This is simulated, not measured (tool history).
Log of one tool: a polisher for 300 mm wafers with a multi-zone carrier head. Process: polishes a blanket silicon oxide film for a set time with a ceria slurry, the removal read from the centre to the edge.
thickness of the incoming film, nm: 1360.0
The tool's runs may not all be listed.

run  hour  flow of slurry (ml/min)  pressure of the head's centre zone  pressure of the head's middle zone  pressure of the head's edge zone  polishing time (s)  film removed at the wafer's centre (nm)  film removed at mid-radius (nm)  film removed at the wafer's edge (nm)
  1   0.0                      240                                1.00                                1.00                              1.00                  49                                   414.33                           418.87                                 402.15
  2   2.3                      245                                0.99                                1.02                              1.02                  50                                   420.29                           442.44                                 400.11
  3   8.6                      245                                0.94                                1.02                              1.02                  50                                   399.60                           443.20                                 419.34
  4  13.2                      245                                0.94                                1.02                              1.08                  50                                   397.35                           437.33                                 432.32
  5  14.2                      250                                0.94                                1.03                              1.09                  51                                   407.72                           457.56                                 430.09
  6  18.6                      250                                0.94                                1.03                              1.03                  51                                   404.66                           450.92                                 418.85
  7  25.1                      250                                0.94                                1.03                              1.03                  51                                   402.07                           459.48                                 422.47
  8  32.1                      250                                0.94                                1.03                              1.03                  51                                   405.45                           457.82                                 422.73
  9  36.5                      250                                0.93                                1.03                              1.04                  52                                   413.34                           461.89                                 427.03
 10  38.8                      250                                0.92                                1.04                              1.05                  53                                   415.74                           479.05                                 444.25
 11  41.9                      250                                0.91                                1.05                              1.06                  53                                   420.07                           484.46                                 438.69
 12  50.9                      255                                0.90                                1.05                              1.07                  53                                   403.41                           476.12                                 443.28
 13  54.7                      255                                0.89                                1.05                              1.07                  54                                   413.00                           487.89                                 460.40
 14  55.4                      255                                0.89                                1.06                              1.08                  54                                   408.74                           497.28                                 455.81
 15  63.7                      255                                0.89                                1.06                              1.09                  54                                   407.93                           495.98                                 470.48

The next listed run, before its measurement:
 16  72.3                      255                                0.89                                1.07                              1.09                  54                                        ?                                ?                                      ?

Run 16 gave film removed at the wafer's centre (nm) 403.31, film removed at mid-radius (nm) 504.70, film removed at the wafer's edge (nm) 451.22.
